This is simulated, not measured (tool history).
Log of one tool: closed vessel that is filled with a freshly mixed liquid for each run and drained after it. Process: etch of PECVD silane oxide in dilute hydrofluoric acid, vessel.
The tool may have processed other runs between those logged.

| run | hour | temperature setpoint of the liquid (K) | parts of water to one part of 49 % hydrofluoric acid (parts by volume) | time in the liquid (s) | thickness taken off the PECVD silane oxide on a monitor wafer (nm) |
|---|---|---|---|---|---|
| 1 | 0.0 | 295.15 | 220 | 30 | 2.4527 |
| 2 | 4.8 | 295.15 | 220 | 30 | 2.4344 |
| 3 | 6.7 | 297.65 | 190 | 30 | 3.1888 |
| 4 | 11.6 | 297.65 | 190 | 30 | 3.2070 |
| 5 | 15.5 | 299.15 | 170 | 30 | 3.8761 |
| 6 | 24.4 | 299.15 | 170 | 30 | 3.8902 |

Run 7, settings as shown, results not yet in. Your forecast:
| 7 | 28.0 | 300.15 | 160 | 30 | ? |

{"run 7": {"thickness taken off the PECVD silane oxide on a monitor wafer (nm)": 4.339}}

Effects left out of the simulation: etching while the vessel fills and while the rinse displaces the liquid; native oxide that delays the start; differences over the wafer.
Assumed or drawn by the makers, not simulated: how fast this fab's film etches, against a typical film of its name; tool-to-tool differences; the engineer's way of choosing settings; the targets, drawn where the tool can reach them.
